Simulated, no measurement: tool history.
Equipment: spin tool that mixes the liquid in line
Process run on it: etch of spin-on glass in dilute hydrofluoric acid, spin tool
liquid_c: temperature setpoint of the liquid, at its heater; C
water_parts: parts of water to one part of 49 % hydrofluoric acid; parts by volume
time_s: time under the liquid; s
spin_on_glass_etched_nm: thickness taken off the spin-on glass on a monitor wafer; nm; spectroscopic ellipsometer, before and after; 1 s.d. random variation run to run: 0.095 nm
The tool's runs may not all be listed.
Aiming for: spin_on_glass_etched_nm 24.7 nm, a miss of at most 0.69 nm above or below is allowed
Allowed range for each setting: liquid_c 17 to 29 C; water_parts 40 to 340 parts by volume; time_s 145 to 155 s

| run | hour | liquid_c | water_parts | time_s | spin_on_glass_etched_nm |
|---|---|---|---|---|---|
| 1 | 0 | 21 | 190 | 145 | 18.072 |
| 2 | 8.4 | 18 | 190 | 145 | 16.026 |
| 3 | 16.1 | 20.5 | 190 | 145 | 17.591 |
| 4 | 21.8 | 17 | 190 | 145 | 15.417 |
| 5 | 22.6 | 17 | 190 | 155 | 16.501 |
| 6 | 26.9 | 19 | 190 | 155 | 17.862 |
| 7 | 35.8 | 23 | 185 | 155 | 21.46 |
| 8 | 41.8 | 24 | 185 | 155 | 22.289 |
| 9 | 43.4 | 24 | 185 | 155 | 22.145 |

Of the 4 settings listed for the next run, only one would bring every result within its allowed miss of target. Which one?
| A | 45 | 26 | 170 | 155 | ? |
| B | 45 | 23.5 | 165 | 145 | ? |
| C | 45 | 26.5 | 180 | 150 | ? |
| D | 45 | 24 | 170 | 145 | ? |

| move | spin_on_glass_etched_nm |
|---|---|
| A | 26.411 |
| B | 23.33 |
| C | 24.288 |
| D | 22.941 |
A: the result that was furthest off in the last run now lies on the other side of its target
B: gains on the last run, yet a result remains outside its allowed miss
C: meets every target
D: gains on the last run, yet a result remains outside its allowed miss
Answer: C

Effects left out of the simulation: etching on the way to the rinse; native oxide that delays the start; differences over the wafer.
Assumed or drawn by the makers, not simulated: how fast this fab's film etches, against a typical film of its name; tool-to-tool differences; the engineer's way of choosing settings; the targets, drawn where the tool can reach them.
